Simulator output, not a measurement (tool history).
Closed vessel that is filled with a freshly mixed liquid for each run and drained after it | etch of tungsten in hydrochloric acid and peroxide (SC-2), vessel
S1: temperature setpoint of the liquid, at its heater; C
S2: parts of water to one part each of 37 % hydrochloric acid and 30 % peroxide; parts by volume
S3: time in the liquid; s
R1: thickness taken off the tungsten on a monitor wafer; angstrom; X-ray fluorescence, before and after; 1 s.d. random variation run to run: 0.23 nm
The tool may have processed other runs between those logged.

{"run": 1, "hour": 0.0, "S1": 57, "S2": 7.5, "S3": 95, "R1": 333.93}
{"run": 2, "hour": 8.3, "S1": 55.5, "S2": 7.5, "S3": 95, "R1": 297.91}
{"run": 3, "hour": 15.6, "S1": 61.5, "S2": 7.5, "S3": 95, "R1": 431.56}
{"run": 4, "hour": 22.3, "S1": 59, "S2": 7.5, "S3": 95, "R1": 372.69}
{"run": 5, "hour": 29.0, "S1": 57, "S2": 7.5, "S3": 95, "R1": 333.21}
{"run": 6, "hour": 31.3, "S1": 55.5, "S2": 7.5, "S3": 95, "R1": 303.22}

Run 7 has not been measured yet. What should we expect?
{"run": 7, "hour": 33.3, "S1": 54.5, "S2": 7.5, "S3": 95, "R1": "?"}

{"run 7": {"R1": 279.56}}

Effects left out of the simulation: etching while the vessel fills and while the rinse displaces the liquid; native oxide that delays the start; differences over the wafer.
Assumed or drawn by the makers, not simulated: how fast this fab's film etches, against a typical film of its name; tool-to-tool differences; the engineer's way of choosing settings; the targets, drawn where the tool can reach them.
